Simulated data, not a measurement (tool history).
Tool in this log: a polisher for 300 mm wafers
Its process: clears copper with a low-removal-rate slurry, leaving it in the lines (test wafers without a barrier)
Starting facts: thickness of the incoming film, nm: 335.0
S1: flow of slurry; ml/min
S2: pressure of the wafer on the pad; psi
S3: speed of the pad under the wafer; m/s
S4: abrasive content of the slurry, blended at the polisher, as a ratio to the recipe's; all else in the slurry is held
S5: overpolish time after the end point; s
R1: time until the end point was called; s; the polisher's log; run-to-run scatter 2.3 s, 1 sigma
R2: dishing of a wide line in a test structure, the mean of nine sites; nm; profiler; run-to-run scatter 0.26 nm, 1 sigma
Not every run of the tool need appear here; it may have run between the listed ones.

run	hour	S1	S2	S3	S4	S5	R1	R2
1	0.0	180	4.0	1.10	1.0	14	79.335	43.064
2	5.0	180	4.0	1.10	1.0	11	76.903	34.388
3	13.4	140	4.0	1.10	1.0	11	79.354	34.728
4	22.0	140	4.0	1.10	1.0	15	79.970	43.273
5	26.4	140	3.7	1.02	1.0	11	91.036	30.360
6	33.0	140	3.7	0.84	1.0	11	110.000	27.414
7	38.5	140	3.5	0.86	1.0	9	109.200	21.653
8	43.0	140	3.3	0.88	1.0	8	115.970	18.582
9	44.6	140	3.3	0.90	1.0	8	116.220	18.217
10	47.0	140	3.3	0.90	1.0	8	114.120	18.963
11	52.9	140	3.2	0.92	1.0	8	118.360	18.659
12	57.9	145	3.3	0.92	1.0	5	113.820	12.655

What will run 13 give?
13	64.1	145	3.4	0.90	1.0	6	?	?

{"run 13": {"R1": 112.46, "R2": 14.884}}
